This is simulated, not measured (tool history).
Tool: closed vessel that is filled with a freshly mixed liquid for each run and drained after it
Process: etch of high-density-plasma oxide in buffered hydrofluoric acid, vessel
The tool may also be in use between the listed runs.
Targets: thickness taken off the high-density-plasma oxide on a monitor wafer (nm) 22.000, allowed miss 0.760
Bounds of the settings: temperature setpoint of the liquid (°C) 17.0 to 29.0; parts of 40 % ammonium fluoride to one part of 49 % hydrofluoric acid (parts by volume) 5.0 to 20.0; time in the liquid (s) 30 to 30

run  hour  temperature setpoint of the liquid (°C)  parts of 40 % ammonium fluoride to one part of 49 % hydrofluoric acid (parts by volume)  time in the liquid (s)  thickness taken off the high-density-plasma oxide on a monitor wafer (nm)
  1   0.0                                     21.0                                                                                     12.0                      30                                                                     31.448
  2   8.0                                     21.0                                                                                     10.5                      30                                                                     35.809
  3  17.2                                     20.5                                                                                     11.0                      30                                                                     32.428
  4  24.3                                     20.0                                                                                     11.5                      30                                                                     30.398
  5  27.0                                     20.0                                                                                     11.5                      30                                                                     30.505
  6  35.3                                     20.0                                                                                     11.5                      30                                                                     30.524
  7  39.1                                     19.5                                                                                     12.0                      30                                                                     28.947
  8  45.7                                     19.0                                                                                     12.5                      30                                                                     26.623
  9  47.6                                     18.5                                                                                     12.5                      30                                                                     25.851
 10  49.9                                     17.5                                                                                     13.0                      30                                                                     23.573

Which of these 4 next moves meets every target?
  A  52.2                                     19.5                                                                                     14.0                      30                                                                          ?
  B  52.2                                     19.0                                                                                     14.0                      30                                                                          ?
  C  52.2                                     17.5                                                                                     14.0                      30                                                                          ?
  D  52.2                                     17.0                                                                                     14.5                      30                                                                          ?

move  thickness taken off the high-density-plasma oxide on a monitor wafer (nm)
   A                                                                     24.413
   B                                                                     23.735
   C                                                                     21.800
   D                                                                     20.468
A: further off than the last run
B: further off than the last run
C: meets every target
D: takes the result that was furthest off past its target
Move C is the one to make.
